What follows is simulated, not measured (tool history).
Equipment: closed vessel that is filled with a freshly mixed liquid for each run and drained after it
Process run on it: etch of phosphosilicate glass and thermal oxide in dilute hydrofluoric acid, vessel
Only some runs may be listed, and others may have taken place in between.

run,hour,temperature setpoint of the liquid (°C),parts of water to one part of 49 % hydrofluoric acid (parts by volume),time in the liquid (s),thickness taken off the phosphosilicate glass on a monitor wafer (angstrom),thickness taken off the thermal oxide on a monitor wafer (angstrom)
1,0.0,24.0,70,60,1519.1,41.167
2,5.5,26.5,70,60,1704.8,45.535
3,11.6,27.5,70,60,1728.2,47.687
4,17.9,25.5,70,60,1619.6,44.459
5,22.2,27.5,70,60,1723.0,47.941
6,26.8,24.0,70,60,1541.0,41.774
7,32.3,26.0,70,60,1635.0,45.397

Run 8, settings as shown, results not yet in. Your forecast:
8,36.7,27.5,65,60,?,?

{"run 8": {"thickness taken off the phosphosilicate glass on a monitor wafer (angstrom)": 1897.2, "thickness taken off the thermal oxide on a monitor wafer (angstrom)": 51.983}}
